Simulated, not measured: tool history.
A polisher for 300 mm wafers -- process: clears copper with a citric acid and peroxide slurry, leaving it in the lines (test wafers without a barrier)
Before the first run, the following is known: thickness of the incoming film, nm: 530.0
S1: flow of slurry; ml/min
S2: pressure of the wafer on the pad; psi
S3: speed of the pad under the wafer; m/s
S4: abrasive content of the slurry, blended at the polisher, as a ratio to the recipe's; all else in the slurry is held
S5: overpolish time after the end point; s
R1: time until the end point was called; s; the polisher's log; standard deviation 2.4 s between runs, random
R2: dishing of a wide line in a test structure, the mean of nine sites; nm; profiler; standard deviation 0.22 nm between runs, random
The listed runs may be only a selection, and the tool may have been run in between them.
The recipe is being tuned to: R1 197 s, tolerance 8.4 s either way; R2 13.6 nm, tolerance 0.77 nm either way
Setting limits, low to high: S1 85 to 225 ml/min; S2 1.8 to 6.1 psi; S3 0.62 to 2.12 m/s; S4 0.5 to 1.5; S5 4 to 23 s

run 1 hour=0 | S1=145 S2=3.9 S3=1.36 S4=1 S5=12 | R1=139.05 R2=30.362
run 2 hour=1.8 | S1=150 S2=3.6 S3=1.36 S4=1 S5=11 | R1=150.3 R2=26.597
run 3 hour=7 | S1=150 S2=3.4 S3=1.36 S4=1 S5=10 | R1=159.37 R2=22.276
run 4 hour=12.7 | S1=150 S2=3.2 S3=1.36 S4=1 S5=9 | R1=166.82 R2=19.724
run 5 hour=20 | S1=150 S2=3.2 S3=1.36 S4=1 S5=7 | R1=168.72 R2=15.908
run 6 hour=23.2 | S1=150 S2=3.2 S3=1.36 S4=0.85 S5=7 | R1=175.59 R2=15.688
run 7 hour=30.1 | S1=145 S2=3.1 S3=1.36 S4=0.85 S5=7 | R1=182.43 R2=14.557
run 8 hour=33.5 | S1=120 S2=2.9 S3=1.36 S4=0.85 S5=8 | R1=202.16 R2=14.857

Exactly one of the 4 candidate moves below puts every result within its allowed miss. Which one?
run A hour=36.9 | S1=85 S2=3.5 S3=1.26 S4=0.95 S5=7 | R1=? R2=?
run B hour=36.9 | S1=85 S2=2.9 S3=1.32 S4=1 S5=8 | R1=? R2=?
run C hour=36.9 | S1=120 S2=2.3 S3=1.58 S4=0.9 S5=8 | R1=? R2=?
run D hour=36.9 | S1=130 S2=2.2 S3=1.56 S4=1 S5=7 | R1=? R2=?

move=A R1=193.09 R2=13.713
move=B R1=220.53 R2=13.683
move=C R1=222.45 R2=13.516
move=D R1=223.86 R2=11.83
A: meets every target
B: brings the result that was furthest off to its target, and leaves another outside
C: brings the result that was furthest off to its target, and leaves another outside
D: pushes the last run's worst result past its target
A is the move that brings every result within its allowed miss.
